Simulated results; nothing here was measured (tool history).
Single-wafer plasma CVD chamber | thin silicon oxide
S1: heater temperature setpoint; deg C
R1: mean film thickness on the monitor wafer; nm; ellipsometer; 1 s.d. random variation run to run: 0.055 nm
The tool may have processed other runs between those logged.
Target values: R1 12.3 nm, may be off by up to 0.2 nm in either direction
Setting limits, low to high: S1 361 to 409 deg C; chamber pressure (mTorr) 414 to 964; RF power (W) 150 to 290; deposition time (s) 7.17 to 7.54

run 1 day=0 | S1=385 chamber_pressure_(mTorr)=689 RF_power_(W)=220 deposition_time_(s)=7.54 | R1=10.925
run 2 day=0.308 | S1=385 chamber_pressure_(mTorr)=715 RF_power_(W)=220 deposition_time_(s)=7.54 | R1=11.378
run 3 day=0.438 | S1=394 chamber_pressure_(mTorr)=715 RF_power_(W)=220 deposition_time_(s)=7.54 | R1=11.364
run 4 day=0.521 | S1=394 chamber_pressure_(mTorr)=654 RF_power_(W)=220 deposition_time_(s)=7.54 | R1=10.397
run 5 day=0.733 | S1=394 chamber_pressure_(mTorr)=654 RF_power_(W)=205 deposition_time_(s)=7.54 | R1=10.069
run 6 day=0.879 | S1=394 chamber_pressure_(mTorr)=772 RF_power_(W)=205 deposition_time_(s)=7.54 | R1=11.774
run 7 day=1.088 | S1=394 chamber_pressure_(mTorr)=783 RF_power_(W)=205 deposition_time_(s)=7.54 | R1=11.998
run 8 day=1.454 | S1=394 chamber_pressure_(mTorr)=789 RF_power_(W)=205 deposition_time_(s)=7.54 | R1=11.998

Which single option among these 5 for the next run brings every result within its allowed miss of target? Just one does.
run A day=1.821 | S1=386 chamber_pressure_(mTorr)=805 RF_power_(W)=195 deposition_time_(s)=7.17 | R1=?
run B day=1.821 | S1=403 chamber_pressure_(mTorr)=862 RF_power_(W)=210 deposition_time_(s)=7.17 | R1=?
run C day=1.821 | S1=394 chamber_pressure_(mTorr)=749 RF_power_(W)=215 deposition_time_(s)=7.54 | R1=?
run D day=1.821 | S1=393 chamber_pressure_(mTorr)=790 RF_power_(W)=200 deposition_time_(s)=7.17 | R1=?
run E day=1.821 | S1=398 chamber_pressure_(mTorr)=771 RF_power_(W)=215 deposition_time_(s)=7.27 | R1=?

move=A R1=11.485
move=B R1=12.382
move=C R1=11.698
move=D R1=11.35
move=E R1=11.546
A: misses by more than the last run did
B: each result inside its tolerance
C: misses by more than the last run did
D: misses by more than the last run did
E: misses by more than the last run did
So the answer is move B, the one that meets all the targets.
